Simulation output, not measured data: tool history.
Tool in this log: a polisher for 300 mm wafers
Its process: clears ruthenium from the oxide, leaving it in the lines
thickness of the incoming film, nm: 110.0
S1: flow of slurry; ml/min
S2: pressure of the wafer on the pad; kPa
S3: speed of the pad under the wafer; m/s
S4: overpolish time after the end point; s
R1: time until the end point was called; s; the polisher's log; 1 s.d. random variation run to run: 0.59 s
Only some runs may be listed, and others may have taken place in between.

Run 1, hour 0: S1 235 ml/min, S2 17.2 kPa, S3 0.88 m/s, S4 8 s. Result: R1 83.956 s.
Run 2, hour 1.4: S1 235 ml/min, S2 17.2 kPa, S3 0.88 m/s, S4 6 s. Result: R1 85.872 s.
Run 3, hour 7.4: S1 235 ml/min, S2 17.2 kPa, S3 0.7 m/s, S4 6 s. Result: R1 101.85 s.
Run 4, hour 8.5: S1 235 ml/min, S2 17.9 kPa, S3 0.7 m/s, S4 6 s. Result: R1 98.727 s.
Run 5, hour 10.3: S1 235 ml/min, S2 18.6 kPa, S3 0.7 m/s, S4 6 s. Result: R1 95.69 s.
Run 6, hour 12.8: S1 235 ml/min, S2 15.2 kPa, S3 0.7 m/s, S4 6 s. Result: R1 116.14 s.
Run 7, hour 18.7: S1 235 ml/min, S2 16.5 kPa, S3 0.7 m/s, S4 6 s. Result: R1 105.31 s.
Run 8, hour 22.2: S1 235 ml/min, S2 17.2 kPa, S3 0.7 m/s, S4 6 s. Result: R1 101.01 s.
Run 9, hour 29.8: S1 235 ml/min, S2 17.9 kPa, S3 0.7 m/s, S4 6 s. Result: R1 97.42 s.
Run 10, hour 33.6: S1 235 ml/min, S2 17.9 kPa, S3 0.7 m/s, S4 6 s. Result: R1 96.935 s.

Run 11, settings as shown, results not yet in. Your forecast:
Run 11, hour 37.7: S1 235 ml/min, S2 18.6 kPa, S3 0.7 m/s, S4 6 s. Result: R1 ?.

{"run 11": {"R1": 93.832}}
